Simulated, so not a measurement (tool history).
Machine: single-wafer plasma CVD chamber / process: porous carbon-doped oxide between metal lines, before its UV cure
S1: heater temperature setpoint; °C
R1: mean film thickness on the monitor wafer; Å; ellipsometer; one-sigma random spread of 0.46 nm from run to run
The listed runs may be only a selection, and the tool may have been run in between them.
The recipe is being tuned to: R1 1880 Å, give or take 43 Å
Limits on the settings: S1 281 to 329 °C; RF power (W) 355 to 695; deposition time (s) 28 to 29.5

run 1 day=0 | S1=305 RF_power_(W)=525 deposition_time_(s)=29.5 | R1=1515.7
run 2 day=0.146 | S1=305 RF_power_(W)=525 deposition_time_(s)=29.5 | R1=1510.9
run 3 day=0.371 | S1=305 RF_power_(W)=525 deposition_time_(s)=29.5 | R1=1511.6
run 4 day=0.621 | S1=301 RF_power_(W)=545 deposition_time_(s)=29.5 | R1=1605.6
run 5 day=0.983 | S1=298 RF_power_(W)=550 deposition_time_(s)=29.5 | R1=1645.7
run 6 day=1.179 | S1=298 RF_power_(W)=485 deposition_time_(s)=29.5 | R1=1461.2
run 7 day=1.229 | S1=295 RF_power_(W)=505 deposition_time_(s)=29.5 | R1=1551.6
run 8 day=1.429 | S1=293 RF_power_(W)=520 deposition_time_(s)=29.5 | R1=1611.3
run 9 day=1.508 | S1=291 RF_power_(W)=530 deposition_time_(s)=29.5 | R1=1676.7
run 10 day=1.692 | S1=289 RF_power_(W)=535 deposition_time_(s)=29.5 | R1=1713.3
run 11 day=1.929 | S1=288 RF_power_(W)=540 deposition_time_(s)=29.5 | R1=1742.8
run 12 day=2.092 | S1=287 RF_power_(W)=545 deposition_time_(s)=29.5 | R1=1764.1
run 13 day=2.362 | S1=286 RF_power_(W)=550 deposition_time_(s)=29.5 | R1=1794

Exercise: of the 5 proposed moves below, exactly one satisfies all targets within the stated allowed misses. Which move is it?
run A day=2.633 | S1=284 RF_power_(W)=530 deposition_time_(s)=29.5 | R1=?
run B day=2.633 | S1=282 RF_power_(W)=520 deposition_time_(s)=28.7 | R1=?
run C day=2.633 | S1=291 RF_power_(W)=610 deposition_time_(s)=29.4 | R1=?
run D day=2.633 | S1=284 RF_power_(W)=530 deposition_time_(s)=28 | R1=?
run E day=2.633 | S1=285 RF_power_(W)=525 deposition_time_(s)=29.5 | R1=?

move=A R1=1752.7
move=B R1=1699.2
move=C R1=1894.5
move=D R1=1666.2
move=E R1=1724.5
A: its largest miss is bigger than the last run's
B: its largest miss is bigger than the last run's
C: every result lands within tolerance
D: its largest miss is bigger than the last run's
E: its largest miss is bigger than the last run's
The move that meets every target is C.

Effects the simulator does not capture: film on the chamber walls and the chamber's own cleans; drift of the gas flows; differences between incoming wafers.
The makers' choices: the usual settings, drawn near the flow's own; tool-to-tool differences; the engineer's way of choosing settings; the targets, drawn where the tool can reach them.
